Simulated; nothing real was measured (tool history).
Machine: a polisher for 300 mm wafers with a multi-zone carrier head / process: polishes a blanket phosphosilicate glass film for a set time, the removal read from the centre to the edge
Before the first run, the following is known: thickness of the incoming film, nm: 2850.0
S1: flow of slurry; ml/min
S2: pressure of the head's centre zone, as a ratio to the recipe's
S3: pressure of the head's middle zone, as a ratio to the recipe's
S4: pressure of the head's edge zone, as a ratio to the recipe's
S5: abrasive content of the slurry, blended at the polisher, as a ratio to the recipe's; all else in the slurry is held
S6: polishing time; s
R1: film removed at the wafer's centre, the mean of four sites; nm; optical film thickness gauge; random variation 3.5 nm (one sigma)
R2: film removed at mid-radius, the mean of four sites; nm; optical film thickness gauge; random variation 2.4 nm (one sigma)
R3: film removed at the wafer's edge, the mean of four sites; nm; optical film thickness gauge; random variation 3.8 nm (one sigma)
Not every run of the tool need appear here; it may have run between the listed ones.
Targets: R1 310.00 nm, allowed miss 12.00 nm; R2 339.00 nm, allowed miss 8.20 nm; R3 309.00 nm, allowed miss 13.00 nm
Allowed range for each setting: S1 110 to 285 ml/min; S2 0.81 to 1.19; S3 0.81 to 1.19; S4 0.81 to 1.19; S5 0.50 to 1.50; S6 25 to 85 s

| run | hour | S1 | S2 | S3 | S4 | S5 | S6 | R1 | R2 | R3 |
|---|---|---|---|---|---|---|---|---|---|---|
| 1 | 0.0 | 180 | 1.00 | 1.00 | 1.00 | 1.00 | 55 | 671.36 | 752.62 | 756.05 |
| 2 | 5.4 | 180 | 0.94 | 1.00 | 1.00 | 1.00 | 55 | 621.75 | 754.62 | 727.72 |
| 3 | 6.9 | 180 | 0.94 | 1.00 | 0.96 | 1.00 | 55 | 622.01 | 746.83 | 715.63 |
| 4 | 11.7 | 180 | 0.90 | 1.00 | 0.96 | 1.00 | 55 | 605.33 | 759.20 | 738.11 |
| 5 | 17.6 | 180 | 0.95 | 1.00 | 0.96 | 1.00 | 55 | 620.96 | 750.48 | 733.21 |
| 6 | 24.5 | 180 | 0.95 | 1.00 | 0.89 | 1.00 | 55 | 628.69 | 755.44 | 702.93 |
| 7 | 33.1 | 180 | 0.96 | 1.00 | 0.88 | 0.95 | 51 | 560.90 | 672.37 | 637.05 |
| 8 | 36.7 | 180 | 0.99 | 1.02 | 0.87 | 0.90 | 47 | 514.33 | 609.41 | 556.36 |
|  | 42.3 | centre zone pressure recalibrated |
| 9 | 42.3 | 180 | 1.00 | 1.02 | 0.86 | 0.85 | 45 | 536.70 | 556.47 | 529.22 |
| 10 | 46.0 | 175 | 0.98 | 1.03 | 0.85 | 0.80 | 43 | 484.41 | 515.74 | 484.43 |
| 11 | 48.5 | 170 | 0.96 | 1.04 | 0.84 | 0.75 | 41 | 428.79 | 465.14 | 425.95 |
| 12 | 51.5 | 130 | 0.90 | 1.01 | 0.81 | 0.50 | 37 | 225.66 | 263.46 | 241.74 |
| 13 | 56.2 | 140 | 0.90 | 1.01 | 0.81 | 0.50 | 37 | 227.46 | 263.63 | 242.03 |
| 14 | 58.5 | 190 | 1.00 | 1.11 | 0.91 | 0.75 | 37 | 400.46 | 450.87 | 397.48 |
| 15 | 65.2 | 180 | 1.00 | 1.10 | 0.90 | 0.75 | 37 | 395.37 | 441.31 | 404.91 |
| 16 | 66.6 | 175 | 0.99 | 1.09 | 0.89 | 0.75 | 37 | 398.97 | 435.13 | 394.10 |
| 17 | 73.0 | 165 | 0.98 | 1.09 | 0.88 | 0.75 | 37 | 386.35 | 426.90 | 395.68 |
| 18 | 78.2 | 170 | 0.97 | 1.06 | 0.87 | 0.75 | 37 | 382.23 | 431.21 | 395.98 |

4 candidate next runs follow, results not yet known. Just one meets every target within its allowed miss. Identify it.
| A | 83.4 | 135 | 1.02 | 0.90 | 0.95 | 0.95 | 27 | ? | ? | ? |
| B | 83.4 | 110 | 1.04 | 0.89 | 0.99 | 0.85 | 30 | ? | ? | ? |
| C | 83.4 | 145 | 0.98 | 1.07 | 0.89 | 0.70 | 32 | ? | ? | ? |
| D | 83.4 | 155 | 1.10 | 0.96 | 0.92 | 0.90 | 26 | ? | ? | ? |

| move | R1 | R2 | R3 |
|---|---|---|---|
| A | 337.27 | 323.51 | 335.34 |
| B | 336.83 | 317.03 | 340.18 |
| C | 312.76 | 343.20 | 314.11 |
| D | 349.16 | 320.13 | 314.45 |
A: moves the result that the last run missed by most past its target, out the other side
B: moves the result that the last run missed by most past its target, out the other side
C: all results in spec
D: moves the result that the last run missed by most past its target, out the other side
Move C is the one to make.
